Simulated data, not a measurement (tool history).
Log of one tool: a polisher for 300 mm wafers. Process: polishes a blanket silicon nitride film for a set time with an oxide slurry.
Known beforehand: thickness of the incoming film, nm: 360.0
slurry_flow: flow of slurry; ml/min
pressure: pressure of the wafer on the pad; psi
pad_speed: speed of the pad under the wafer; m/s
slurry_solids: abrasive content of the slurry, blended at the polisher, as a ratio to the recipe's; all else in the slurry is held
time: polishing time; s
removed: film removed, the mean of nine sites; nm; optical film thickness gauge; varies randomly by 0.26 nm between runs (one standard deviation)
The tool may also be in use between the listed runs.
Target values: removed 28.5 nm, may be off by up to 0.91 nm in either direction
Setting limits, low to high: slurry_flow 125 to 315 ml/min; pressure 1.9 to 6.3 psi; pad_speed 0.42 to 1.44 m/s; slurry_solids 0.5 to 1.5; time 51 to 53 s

| run | hour | slurry_flow | pressure | pad_speed | slurry_solids | time | removed |
|---|---|---|---|---|---|---|---|
| 1 | 0 | 205 | 4.1 | 0.92 | 1 | 51 | 38.959 |
| 2 | 4.3 | 205 | 3.9 | 0.92 | 1 | 51 | 36.888 |
| 3 | 8.8 | 250 | 3.9 | 0.92 | 1 | 51 | 37.385 |
| 4 | 11.1 | 250 | 3.7 | 0.92 | 1 | 51 | 36.052 |
| 5 | 16.2 | 250 | 3.5 | 0.92 | 1 | 51 | 34.139 |
| 6 | 17.2 | 250 | 3.4 | 0.92 | 1 | 51 | 33.055 |
| 7 | 25.1 | 250 | 3.3 | 0.92 | 1 | 51 | 31.983 |
| 8 | 30 | 250 | 3.2 | 0.92 | 1 | 51 | 31.175 |

Which one of the following 4 next-run settings gets every result inside its allowed miss? There is exactly one.
| A | 34.9 | 255 | 3 | 0.8 | 1.1 | 53 | ? |
| B | 34.9 | 225 | 3.6 | 0.96 | 0.9 | 53 | ? |
| C | 34.9 | 275 | 2.7 | 0.96 | 1 | 53 | ? |
| D | 34.9 | 225 | 3.4 | 0.92 | 1.05 | 52 | ? |

| move | removed |
|---|---|
| A | 30.341 |
| B | 34.659 |
| C | 28.865 |
| D | 34.811 |
A: gains on the last run, yet a result remains outside its allowed miss
B: further off than the last run
C: each result inside its tolerance
D: further off than the last run
So the answer is move C, the one that meets all the targets.

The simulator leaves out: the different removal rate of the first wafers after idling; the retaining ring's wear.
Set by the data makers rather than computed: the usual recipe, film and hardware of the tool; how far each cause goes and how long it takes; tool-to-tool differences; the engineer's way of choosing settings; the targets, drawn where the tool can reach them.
